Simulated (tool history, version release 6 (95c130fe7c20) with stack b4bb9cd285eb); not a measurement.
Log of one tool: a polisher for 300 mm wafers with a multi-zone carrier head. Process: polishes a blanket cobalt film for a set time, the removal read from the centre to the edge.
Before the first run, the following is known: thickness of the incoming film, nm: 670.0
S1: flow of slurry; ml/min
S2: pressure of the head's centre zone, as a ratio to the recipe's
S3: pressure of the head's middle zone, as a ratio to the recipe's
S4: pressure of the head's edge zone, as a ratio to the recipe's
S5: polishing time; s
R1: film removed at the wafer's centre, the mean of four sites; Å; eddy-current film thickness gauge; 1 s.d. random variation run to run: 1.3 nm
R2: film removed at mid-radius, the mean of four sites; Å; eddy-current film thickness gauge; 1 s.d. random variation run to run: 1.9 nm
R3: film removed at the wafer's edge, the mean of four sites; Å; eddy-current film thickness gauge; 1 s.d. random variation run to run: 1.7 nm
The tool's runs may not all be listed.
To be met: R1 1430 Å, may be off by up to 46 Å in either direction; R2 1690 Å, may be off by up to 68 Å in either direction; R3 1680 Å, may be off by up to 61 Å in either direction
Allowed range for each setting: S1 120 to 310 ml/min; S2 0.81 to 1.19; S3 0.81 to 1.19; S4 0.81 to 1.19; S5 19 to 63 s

| run | day | S1 | S2 | S3 | S4 | S5 | R1 | R2 | R3 |
|---|---|---|---|---|---|---|---|---|---|
| 1 | 0 | 200 | 1 | 1 | 1 | 41 | 2080.1 | 2063.9 | 2012.9 |
| 2 | 0.262 | 185 | 0.94 | 0.99 | 0.99 | 39 | 1838.4 | 1937.2 | 1942.8 |
| 3 | 0.6 | 185 | 0.94 | 0.95 | 0.99 | 39 | 1844.4 | 1876.5 | 1927.2 |
| 4 | 0.971 | 185 | 0.94 | 0.95 | 0.99 | 46 | 2177.8 | 2204.8 | 2267.2 |
| 5 | 1.038 | 185 | 0.86 | 0.95 | 0.99 | 46 | 2014 | 2152.4 | 2288.4 |
| 6 | 1.392 | 185 | 0.86 | 0.95 | 1.03 | 46 | 2002.1 | 2205.6 | 2301.2 |
| 7 | 1.446 | 185 | 0.86 | 0.95 | 1.03 | 46 | 1992.3 | 2188.6 | 2324.8 |
| 8 | 1.504 | 180 | 0.85 | 0.97 | 1 | 42 | 1767.8 | 2034.8 | 2076.9 |
| 9 | 1.571 | 175 | 0.84 | 0.97 | 0.97 | 40 | 1668.6 | 1867.6 | 1937.7 |
| 10 | 1.888 | 165 | 0.83 | 0.99 | 0.95 | 39 | 1573.5 | 1895.3 | 1894.3 |
| 11 | 2.254 | 165 | 0.83 | 0.99 | 0.93 | 38 | 1529.4 | 1809.3 | 1826.8 |
| 12 | 2.583 | 165 | 0.83 | 0.99 | 0.91 | 37 | 1491.6 | 1749.9 | 1747.5 |
| 13 | 2.683 | 160 | 0.83 | 0.99 | 0.9 | 37 | 1484.8 | 1753.8 | 1713 |
| 14 | 2.838 | 155 | 0.83 | 0.98 | 0.9 | 37 | 1492.1 | 1724.1 | 1704.8 |

Which of these 4 next moves meets every target?
| A | 2.992 | 135 | 0.81 | 1 | 0.93 | 36 | ? | ? | ? |
| B | 2.992 | 185 | 0.83 | 0.88 | 0.85 | 37 | ? | ? | ? |
| C | 2.992 | 150 | 0.88 | 1.12 | 0.87 | 34 | ? | ? | ? |
| D | 2.992 | 170 | 0.84 | 0.99 | 0.97 | 35 | ? | ? | ? |

| move | R1 | R2 | R3 |
|---|---|---|---|
| A | 1360 | 1674.9 | 1678.2 |
| B | 1543.9 | 1654.8 | 1752.6 |
| C | 1438.4 | 1786.5 | 1570.7 |
| D | 1453.8 | 1700 | 1722.2 |
A: takes the result that was furthest off past its target
B: its largest miss is bigger than the last run's
C: corrects the largest miss of the last run, while another result sits out of spec
D: all results land within tolerance of their targets
The move that meets every target is D.
